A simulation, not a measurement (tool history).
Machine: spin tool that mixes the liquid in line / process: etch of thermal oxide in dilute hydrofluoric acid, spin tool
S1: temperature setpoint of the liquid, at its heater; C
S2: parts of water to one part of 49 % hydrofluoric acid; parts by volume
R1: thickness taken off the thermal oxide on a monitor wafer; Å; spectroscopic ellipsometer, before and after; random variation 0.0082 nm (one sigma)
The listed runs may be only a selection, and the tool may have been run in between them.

Run 1, hour 0.0: S1 20.0 C, S2 145 parts by volume, time under the liquid (s) 90. Result: R1 19.867 Å.
Run 2, hour 1.9: S1 19.5 C, S2 145 parts by volume, time under the liquid (s) 90. Result: R1 19.558 Å.
Run 3, hour 3.7: S1 19.0 C, S2 145 parts by volume, time under the liquid (s) 90. Result: R1 19.140 Å.
Run 4, hour 8.5: S1 19.0 C, S2 130 parts by volume, time under the liquid (s) 90. Result: R1 21.903 Å.
Run 5, hour 11.9: S1 17.0 C, S2 130 parts by volume, time under the liquid (s) 90. Result: R1 20.065 Å.
Run 6, hour 20.7: S1 17.0 C, S2 95 parts by volume, time under the liquid (s) 90. Result: R1 28.552 Å.
Run 7, hour 23.7: S1 17.0 C, S2 95 parts by volume, time under the liquid (s) 90. Result: R1 28.555 Å.
Run 8, hour 24.5: S1 17.0 C, S2 105 parts by volume, time under the liquid (s) 90. Result: R1 25.620 Å.

Run 9 comes next. What will it give?
Run 9, hour 28.1: S1 17.0 C, S2 110 parts by volume, time under the liquid (s) 90. Result: R1 ?.

For run 9 the tool returned R1 24.229 Å.

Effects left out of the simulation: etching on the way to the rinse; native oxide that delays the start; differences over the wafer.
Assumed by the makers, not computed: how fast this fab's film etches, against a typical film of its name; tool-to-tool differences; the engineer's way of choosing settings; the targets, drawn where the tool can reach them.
